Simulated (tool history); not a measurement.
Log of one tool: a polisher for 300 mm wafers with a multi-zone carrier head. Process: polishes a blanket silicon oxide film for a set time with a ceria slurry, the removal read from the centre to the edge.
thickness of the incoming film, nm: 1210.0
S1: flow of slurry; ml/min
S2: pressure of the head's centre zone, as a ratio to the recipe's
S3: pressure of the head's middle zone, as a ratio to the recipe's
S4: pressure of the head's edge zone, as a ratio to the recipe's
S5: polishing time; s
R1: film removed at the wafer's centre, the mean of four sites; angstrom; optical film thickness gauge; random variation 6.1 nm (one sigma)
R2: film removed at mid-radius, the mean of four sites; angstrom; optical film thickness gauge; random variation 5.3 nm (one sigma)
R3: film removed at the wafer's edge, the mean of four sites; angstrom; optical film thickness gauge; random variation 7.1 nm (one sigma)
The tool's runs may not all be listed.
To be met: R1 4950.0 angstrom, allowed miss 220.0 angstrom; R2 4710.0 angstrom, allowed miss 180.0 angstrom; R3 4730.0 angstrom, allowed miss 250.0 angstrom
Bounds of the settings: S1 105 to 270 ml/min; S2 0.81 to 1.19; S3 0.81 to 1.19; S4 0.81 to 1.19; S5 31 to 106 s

run  hour   S1    S2    S3    S4  S5      R1      R2      R3
  1   0.0  175  1.00  1.00  1.00  68  3867.7  3963.0  3946.1
  2   2.8  180  1.01  1.01  1.01  69  3929.7  4019.1  3900.2
  3   8.7  180  1.01  1.01  1.01  70  3994.8  4007.2  4035.1
  4  13.5  180  1.01  1.01  1.04  70  3969.4  3981.1  4050.1
  5  14.2  180  1.01  1.07  1.04  70  3968.5  4194.5  4038.7
  6  18.1  180  1.01  1.07  1.04  60  3403.5  3622.4  3530.0
  7  21.4  180  1.02  1.07  1.05  62  3512.9  3773.1  3593.0
  8  24.1  180  1.02  1.06  1.05  64  3644.3  3881.3  3708.6
  9  28.4  180  1.02  1.05  1.05  66  3858.5  4026.0  3850.7
 10  30.4  180  1.02  1.04  1.06  67  3791.0  4083.5  3933.6
 11  36.4  180  1.03  1.02  1.06  68  3934.3  3941.3  3898.6
 12  44.3  180  1.03  1.02  1.06  69  4053.8  4042.9  3959.7
 13  50.1  180  1.03  1.02  1.06  69  4054.6  4032.9  3859.0
 14  53.6  180  1.03  1.01  1.06  70  4108.1  3959.5  4060.0
 15  55.2  180  1.03  1.01  1.06  71  4087.8  4016.3  4275.9
 16  58.5  180  1.04  1.02  1.06  72  4170.0  4233.4  4180.9
 17  65.9  185  1.05  1.02  1.06  73  4351.6  4152.4  4183.7

Which of these 4 next moves meets every target?
  A  73.3  240  1.13  0.85  1.15  71   ?   ?   ?
  B  73.3  190  0.84  0.82  1.19  77   ?   ?   ?
  C  73.3  135  0.87  1.03  1.17  83   ?   ?   ?
  D  73.3  160  1.07  0.99  1.04  83   ?   ?   ?

move      R1      R2      R3
   A  4494.3  3686.6  4345.7
   B  3667.6  3788.8  4673.3
   C  3886.5  4730.6  4844.4
   D  4759.6  4672.8  4760.8
A: further off than the last run
B: further off than the last run
C: brings the result that was furthest off to its target, and leaves another outside
D: meets every target
The right move is D.

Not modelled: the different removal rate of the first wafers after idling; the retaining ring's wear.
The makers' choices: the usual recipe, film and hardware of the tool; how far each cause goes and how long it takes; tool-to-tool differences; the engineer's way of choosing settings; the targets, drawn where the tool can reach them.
